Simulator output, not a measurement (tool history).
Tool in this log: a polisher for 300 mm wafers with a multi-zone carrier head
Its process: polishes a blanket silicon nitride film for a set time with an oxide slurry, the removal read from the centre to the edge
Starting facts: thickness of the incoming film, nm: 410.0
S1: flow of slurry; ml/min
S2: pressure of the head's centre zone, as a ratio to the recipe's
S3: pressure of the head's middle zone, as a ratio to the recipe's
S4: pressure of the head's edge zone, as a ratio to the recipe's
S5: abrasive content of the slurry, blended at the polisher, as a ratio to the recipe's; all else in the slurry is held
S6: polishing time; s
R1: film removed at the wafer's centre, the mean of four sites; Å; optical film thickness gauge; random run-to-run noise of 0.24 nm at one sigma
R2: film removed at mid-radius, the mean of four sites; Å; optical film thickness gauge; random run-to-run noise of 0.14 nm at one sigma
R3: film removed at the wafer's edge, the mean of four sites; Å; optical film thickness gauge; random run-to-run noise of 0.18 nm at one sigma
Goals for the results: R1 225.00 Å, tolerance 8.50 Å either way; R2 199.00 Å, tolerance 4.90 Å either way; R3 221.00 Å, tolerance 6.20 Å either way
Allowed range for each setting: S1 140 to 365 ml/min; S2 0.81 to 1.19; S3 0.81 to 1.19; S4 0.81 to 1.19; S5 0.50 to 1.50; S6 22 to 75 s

run,hour,S1,S2,S3,S4,S5,S6,R1,R2,R3
1,0.0,235,1.00,1.00,1.00,1.00,48,308.70,296.86,305.84
2,3.5,235,0.93,1.00,1.00,1.00,48,295.72,299.37,304.44
3,9.7,225,0.93,0.96,0.97,0.90,48,269.94,271.25,287.34
4,16.9,225,0.86,0.96,0.97,0.90,48,256.02,272.51,285.30
5,20.7,225,0.81,0.96,0.97,0.90,48,249.03,272.79,284.07
6,24.1,225,0.81,0.92,0.97,0.90,48,254.78,260.44,288.40
7,29.1,230,0.85,0.91,0.94,0.80,48,245.60,245.29,268.71
8,30.8,230,0.85,0.91,0.94,0.80,48,244.56,245.54,267.34
9,37.2,230,0.87,0.89,0.91,0.75,48,240.08,235.07,258.76
10,44.4,230,0.87,0.89,0.91,0.75,48,244.57,234.16,260.44
11,50.4,230,0.87,0.89,0.91,0.75,48,238.24,234.09,255.91
12,55.9,225,0.89,0.88,0.89,0.70,48,237.95,223.42,244.55
13,61.9,225,0.89,0.88,0.89,0.70,48,234.75,222.55,245.10
14,66.3,210,0.90,0.87,0.87,0.70,48,233.77,217.31,239.27
15,71.6,200,0.91,0.86,0.86,0.70,48,233.26,215.32,235.37
16,74.7,190,0.91,0.85,0.85,0.70,48,235.48,211.08,236.70
17,77.2,185,0.91,0.85,0.84,0.70,48,234.24,212.67,233.60
18,82.6,180,0.91,0.84,0.83,0.70,48,232.55,210.50,229.53

5 candidate next runs follow, results not yet known. Just one meets every target within its allowed miss. Identify it.
A,88.0,145,0.86,0.81,0.83,0.90,44,?,?,?
B,88.0,140,0.93,0.84,0.81,0.55,54,?,?,?
C,88.0,145,1.00,0.92,0.81,0.55,52,?,?,?
D,88.0,190,1.02,0.83,0.81,0.85,41,?,?,?
E,88.0,185,0.90,0.93,0.85,0.65,48,?,?,?

move,R1,R2,R3
A,222.60,202.94,234.21
B,222.35,196.79,218.39
C,227.87,205.26,210.83
D,239.39,194.30,215.50
E,220.90,216.99,223.57
A: corrects the largest miss of the last run, while another result sits out of spec
B: every result within its allowed miss
C: better than the last run, though not everything is in spec
D: corrects the largest miss of the last run, while another result sits out of spec
E: moves away from the targets compared with the last run
Answer: B

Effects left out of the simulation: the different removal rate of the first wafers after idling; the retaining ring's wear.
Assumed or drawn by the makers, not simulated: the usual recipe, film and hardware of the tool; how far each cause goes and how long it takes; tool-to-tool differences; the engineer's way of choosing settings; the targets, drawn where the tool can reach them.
